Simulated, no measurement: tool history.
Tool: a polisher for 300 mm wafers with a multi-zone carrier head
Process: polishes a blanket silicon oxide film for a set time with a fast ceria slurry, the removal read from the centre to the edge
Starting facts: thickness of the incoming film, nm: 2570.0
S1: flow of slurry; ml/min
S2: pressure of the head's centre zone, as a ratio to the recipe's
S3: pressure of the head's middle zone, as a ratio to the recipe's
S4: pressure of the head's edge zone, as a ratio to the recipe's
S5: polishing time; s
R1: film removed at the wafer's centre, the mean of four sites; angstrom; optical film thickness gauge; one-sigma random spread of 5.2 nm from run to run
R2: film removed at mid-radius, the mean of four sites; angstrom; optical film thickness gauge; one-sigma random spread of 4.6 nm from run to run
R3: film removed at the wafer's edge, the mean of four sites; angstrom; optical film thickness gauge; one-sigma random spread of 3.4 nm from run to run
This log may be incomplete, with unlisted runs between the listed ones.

run	hour	S1	S2	S3	S4	S5	R1	R2	R3
1	0	195	1	1	1	36	3230.1	3232.4	3273.3
2	3.8	220	1	1	1	36	3236.3	3227.7	3261.6
3	8.2	220	1.02	1.02	1.01	37	3355.3	3345	3453.6
4	9.9	220	1.04	1.04	0.99	38	3570	3501	3491.7
5	12.2	220	1.04	1.04	0.96	38	3501.4	3528.2	3345.6
6	17.7	220	1.06	1.06	0.96	38	3531.6	3620.3	3406.3

Run 7 comes next. What will it give?
7	20.9	220	1.06	1.06	0.96	38	?	?	?

R1: 3652.9 angstrom
R2: 3571.9 angstrom
R3: 3345.6 angstrom
